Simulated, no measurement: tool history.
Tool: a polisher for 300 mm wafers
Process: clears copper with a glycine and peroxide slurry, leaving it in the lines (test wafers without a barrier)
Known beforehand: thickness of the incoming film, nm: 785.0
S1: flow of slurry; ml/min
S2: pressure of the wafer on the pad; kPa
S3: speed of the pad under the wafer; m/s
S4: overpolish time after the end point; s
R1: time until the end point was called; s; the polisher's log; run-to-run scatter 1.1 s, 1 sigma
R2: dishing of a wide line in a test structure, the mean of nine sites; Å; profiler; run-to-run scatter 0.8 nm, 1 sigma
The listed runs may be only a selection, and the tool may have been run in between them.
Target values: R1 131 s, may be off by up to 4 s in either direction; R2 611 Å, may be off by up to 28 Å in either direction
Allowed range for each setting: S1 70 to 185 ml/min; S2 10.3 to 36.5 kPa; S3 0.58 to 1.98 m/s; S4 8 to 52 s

run	hour	S1	S2	S3	S4	R1	R2
1	0	120	23.4	1.28	26	98.191	1113.2
2	5.1	120	22.1	1.28	23	103.5	1016.2
3	10.1	120	20.7	1.28	20	109.06	862.82
4	14.4	120	23.4	1.28	20	100.61	940.87
5	17.5	120	26.9	1.28	20	89.035	1008.9
6	24.4	120	24.8	1.28	18	94.921	930.04
7	32.4	120	23.4	1.28	17	100.47	838.39
8	37	120	23.4	1.28	17	98.752	847.45
9	43.2	115	22.1	1.28	16	105.08	767.98
10	52.2	110	21.4	1.28	16	109.33	763.43
11	58.1	105	20.7	1.28	16	113.76	725.98

Pick the move, out of 5, that brings all results within their allowed miss; only one does.
A	64	130	15.2	1.32	13	?	?
B	64	70	24.8	1.02	14	?	?
C	64	70	18.6	1.26	16	?	?
D	64	100	18.6	1.22	13	?	?
E	64	110	15.2	1.34	14	?	?

move	R1	R2
A	139.46	525.1
B	130.89	603.72
C	139.73	626.59
D	132.04	555.34
E	142.13	548.92
A: takes the result that was furthest off past its target
B: hits every target within its allowed miss
C: takes the result that was furthest off past its target
D: brings the last run's worst result on target, with another outside its allowed miss
E: takes the result that was furthest off past its target
The right move is B.
